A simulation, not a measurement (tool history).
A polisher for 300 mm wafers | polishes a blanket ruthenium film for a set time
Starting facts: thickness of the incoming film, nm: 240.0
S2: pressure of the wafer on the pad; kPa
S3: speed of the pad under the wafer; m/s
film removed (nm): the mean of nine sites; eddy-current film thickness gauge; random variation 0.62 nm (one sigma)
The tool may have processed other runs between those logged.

{"run": 1, "hour": 0.0, "flow of slurry (ml/min)": 220, "S2": 14.5, "S3": 0.82, "polishing time (s)": 49, "film removed (nm)": 45.075}
{"run": 2, "hour": 2.4, "flow of slurry (ml/min)": 220, "S2": 17.2, "S3": 0.82, "polishing time (s)": 49, "film removed (nm)": 52.413}
{"run": 3, "hour": 6.5, "flow of slurry (ml/min)": 220, "S2": 17.9, "S3": 0.82, "polishing time (s)": 49, "film removed (nm)": 53.549}
{"run": 4, "hour": 11.8, "flow of slurry (ml/min)": 220, "S2": 17.9, "S3": 0.82, "polishing time (s)": 49, "film removed (nm)": 53.633}
{"run": 5, "hour": 16.4, "flow of slurry (ml/min)": 220, "S2": 18.6, "S3": 0.82, "polishing time (s)": 49, "film removed (nm)": 55.721}
{"run": 6, "hour": 17.4, "flow of slurry (ml/min)": 220, "S2": 15.9, "S3": 0.82, "polishing time (s)": 49, "film removed (nm)": 48.231}
{"run": 7, "hour": 20.8, "flow of slurry (ml/min)": 220, "S2": 16.5, "S3": 0.82, "polishing time (s)": 49, "film removed (nm)": 49.492}
{"run": 8, "hour": 22.1, "flow of slurry (ml/min)": 220, "S2": 17.2, "S3": 0.82, "polishing time (s)": 49, "film removed (nm)": 53.456}
{"run": 9, "hour": 24.4, "flow of slurry (ml/min)": 220, "S2": 17.2, "S3": 0.82, "polishing time (s)": 49, "film removed (nm)": 53.292}
{"run": 10, "hour": 31.4, "flow of slurry (ml/min)": 220, "S2": 17.2, "S3": 0.82, "polishing time (s)": 49, "film removed (nm)": 52.325}
{"run": 11, "hour": 33.7, "flow of slurry (ml/min)": 220, "S2": 17.9, "S3": 0.82, "polishing time (s)": 49, "film removed (nm)": 53.406}

Run 12 comes next. What will it give?
{"run": 12, "hour": 38.0, "flow of slurry (ml/min)": 220, "S2": 18.6, "S3": 0.82, "polishing time (s)": 49, "film removed (nm)": "?"}

{"run 12": {"film removed (nm)": 55.349}}

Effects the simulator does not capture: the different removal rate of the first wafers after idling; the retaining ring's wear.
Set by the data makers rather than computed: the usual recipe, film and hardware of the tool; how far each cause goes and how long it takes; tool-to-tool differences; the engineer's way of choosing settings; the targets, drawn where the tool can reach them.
